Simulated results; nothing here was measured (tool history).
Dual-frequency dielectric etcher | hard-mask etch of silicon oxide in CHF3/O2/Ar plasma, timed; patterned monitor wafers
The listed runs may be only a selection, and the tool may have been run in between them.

run  hour  source power (W)  bias power (W)  etch time (s)  mean etch depth across the wafer (nm)
  1   0.0               800             194             14                                 28.751
  2   7.9               890             194             14                                 30.305
  3   9.7               820             187             14                                 28.682
  4  15.4               820             187             13                                 26.678
  5  20.8               780             186             13                                 25.877
  6  21.4               780             167             13                                 24.941
  7  29.3               760             166             13                                 24.670
  8  30.6               740             166             13                                 24.148
  9  39.0               730             166             13                                 24.082
 10  43.6               720             166             13                                 23.959
 11  45.1               710             166             13                                 23.873

Estimate the outcome of run 12 from the log above:
 12  47.8               700             166             13                                      ?

mean etch depth across the wafer (nm): 23.542
